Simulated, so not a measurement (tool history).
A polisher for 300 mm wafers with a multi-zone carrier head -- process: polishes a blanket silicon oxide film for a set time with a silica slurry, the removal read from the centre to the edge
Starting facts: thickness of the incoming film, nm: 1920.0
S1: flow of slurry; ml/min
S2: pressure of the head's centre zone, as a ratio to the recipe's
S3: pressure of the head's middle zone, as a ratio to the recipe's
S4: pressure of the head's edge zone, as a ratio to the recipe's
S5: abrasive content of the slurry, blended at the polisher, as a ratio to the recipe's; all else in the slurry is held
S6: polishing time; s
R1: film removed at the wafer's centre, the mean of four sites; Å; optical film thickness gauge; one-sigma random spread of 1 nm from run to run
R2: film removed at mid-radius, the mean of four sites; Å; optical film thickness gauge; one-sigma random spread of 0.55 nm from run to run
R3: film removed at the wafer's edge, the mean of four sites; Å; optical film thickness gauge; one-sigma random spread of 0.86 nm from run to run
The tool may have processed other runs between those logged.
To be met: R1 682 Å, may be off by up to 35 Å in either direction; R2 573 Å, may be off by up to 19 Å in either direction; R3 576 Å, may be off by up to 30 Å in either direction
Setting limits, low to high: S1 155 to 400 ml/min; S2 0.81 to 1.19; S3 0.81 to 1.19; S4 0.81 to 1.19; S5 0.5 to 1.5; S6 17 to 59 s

Run 1, hour 0: S1 255 ml/min, S2 1, S3 1, S4 1, S5 1, S6 38 s. Result: R1 1048 Å, R2 1024.3 Å, R3 1012.7 Å.
Run 2, hour 4.6: S1 255 ml/min, S2 1, S3 1, S4 1, S5 1, S6 34 s. Result: R1 907.06 Å, R2 912.15 Å, R3 911.38 Å.
Run 3, hour 12.6: S1 255 ml/min, S2 1.03, S3 0.98, S4 0.96, S5 0.9, S6 33 s. Result: R1 886.9 Å, R2 825.39 Å, R3 793.63 Å.
Run 4, hour 21.1: S1 250 ml/min, S2 1.02, S3 0.94, S4 0.95, S5 0.8, S6 33 s. Result: R1 825.97 Å, R2 741.87 Å, R3 766.97 Å.
Run 5, hour 23: S1 250 ml/min, S2 1.02, S3 0.93, S4 0.93, S5 0.75, S6 32 s. Result: R1 753.8 Å, R2 698.53 Å, R3 710.3 Å.
Run 6, hour 30.4: S1 250 ml/min, S2 1.03, S3 0.92, S4 0.91, S5 0.7, S6 32 s. Result: R1 741.5 Å, R2 645.63 Å, R3 668.72 Å.
Run 7, hour 32.9: S1 250 ml/min, S2 1.03, S3 0.92, S4 0.89, S5 0.7, S6 32 s. Result: R1 749.32 Å, R2 666.68 Å, R3 663.1 Å.
Run 8, hour 36.6: S1 250 ml/min, S2 1.03, S3 0.91, S4 0.87, S5 0.65, S6 32 s. Result: R1 695.16 Å, R2 617.97 Å, R3 625.65 Å.

Which single option among these 4 for the next run brings every result within its allowed miss of target? Just one does.
Run A, hour 40.3: S1 235 ml/min, S2 0.96, S3 0.85, S4 0.91, S5 0.65, S6 34 s. Result: R1 ?, R2 ?, R3 ?.
Run B, hour 40.3: S1 245 ml/min, S2 0.87, S3 0.82, S4 0.89, S5 0.55, S6 42 s. Result: R1 ?, R2 ?, R3 ?.
Run C, hour 40.3: S1 305 ml/min, S2 1.04, S3 0.97, S4 0.85, S5 0.65, S6 31 s. Result: R1 ?, R2 ?, R3 ?.
Run D, hour 40.3: S1 245 ml/min, S2 1.11, S3 0.93, S4 0.89, S5 0.5, S6 35 s. Result: R1 ?, R2 ?, R3 ?.

move      R1      R2      R3
   A  676.66  607.07  677.42
   B  678.66   653.1   742.2
   C  685.79  631.17  607.81
   D  674.83  562.51  576.04
A: its largest miss is bigger than the last run's
B: its largest miss is bigger than the last run's
C: its largest miss is bigger than the last run's
D: in spec on every target
Correct choice: D, which meets every target

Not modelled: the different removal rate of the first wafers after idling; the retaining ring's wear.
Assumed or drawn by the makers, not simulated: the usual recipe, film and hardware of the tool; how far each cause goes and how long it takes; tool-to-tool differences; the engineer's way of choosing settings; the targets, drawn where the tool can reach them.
